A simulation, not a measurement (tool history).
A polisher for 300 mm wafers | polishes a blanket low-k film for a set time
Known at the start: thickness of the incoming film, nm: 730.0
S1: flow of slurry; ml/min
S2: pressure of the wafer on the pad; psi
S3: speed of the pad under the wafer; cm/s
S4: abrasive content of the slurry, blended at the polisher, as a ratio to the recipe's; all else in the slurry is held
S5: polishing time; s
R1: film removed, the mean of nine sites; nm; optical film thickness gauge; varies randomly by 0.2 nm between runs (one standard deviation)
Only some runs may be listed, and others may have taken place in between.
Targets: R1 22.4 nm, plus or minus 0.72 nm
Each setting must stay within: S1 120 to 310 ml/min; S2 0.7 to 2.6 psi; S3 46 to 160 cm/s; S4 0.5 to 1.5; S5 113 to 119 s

{"run": 1, "hour": 0.0, "S1": 200, "S2": 1.6, "S3": 102, "S4": 1, "S5": 113, "R1": 39.728}
{"run": 2, "hour": 1.3, "S1": 200, "S2": 1.4, "S3": 102, "S4": 1, "S5": 113, "R1": 35.2}
{"run": 3, "hour": 4.7, "S1": 200, "S2": 1.4, "S3": 102, "S4": 1.1, "S5": 113, "R1": 37.004}
{"run": 4, "hour": 6.2, "S1": 200, "S2": 1.4, "S3": 102, "S4": 1.2, "S5": 113, "R1": 38.705}
{"run": 5, "hour": 7.8, "S1": 180, "S2": 1.4, "S3": 102, "S4": 1.2, "S5": 113, "R1": 38.123}
{"run": 6, "hour": 13.9, "S1": 175, "S2": 1.2, "S3": 98, "S4": 1.2, "S5": 113, "R1": 32.268}
{"run": 7, "hour": 18.4, "S1": 170, "S2": 1.1, "S3": 96, "S4": 1.2, "S5": 113, "R1": 30.107}
{"run": 8, "hour": 22.9, "S1": 170, "S2": 1.1, "S3": 96, "S4": 1.2, "S5": 113, "R1": 29.861}
{"run": 9, "hour": 29.4, "S1": 165, "S2": 1, "S3": 94, "S4": 1.2, "S5": 113, "R1": 27.361}
{"run": 10, "hour": 32.2, "S1": 160, "S2": 0.9, "S3": 94, "S4": 1.2, "S5": 113, "R1": 25.5}
{"run": 11, "hour": 35.3, "S1": 160, "S2": 0.8, "S3": 94, "S4": 1.2, "S5": 113, "R1": 23.679}
{"run": 12, "hour": 36.3, "S1": 160, "S2": 0.8, "S3": 94, "S4": 1.2, "S5": 113, "R1": 23.358}

Below are 4 possible settings for the next run. Only one of them brings all results inside the allowed miss of their targets. Which is it?
{"run": "A", "hour": 37.3, "S1": 155, "S2": 1, "S3": 100, "S4": 0.85, "S5": 118, "R1": "?"}
{"run": "B", "hour": 37.3, "S1": 215, "S2": 0.9, "S3": 82, "S4": 1.15, "S5": 116, "R1": "?"}
{"run": "C", "hour": 37.3, "S1": 190, "S2": 0.7, "S3": 92, "S4": 1.15, "S5": 117, "R1": "?"}
{"run": "D", "hour": 37.3, "S1": 180, "S2": 0.8, "S3": 94, "S4": 1.15, "S5": 119, "R1": "?"}

move=A R1=25.248
move=B R1=24.581
move=C R1=22.238
move=D R1=24.841
A: the biggest miss grows against the last run
B: the biggest miss grows against the last run
C: every result lands within tolerance
D: the biggest miss grows against the last run
Correct choice: C, which meets every target
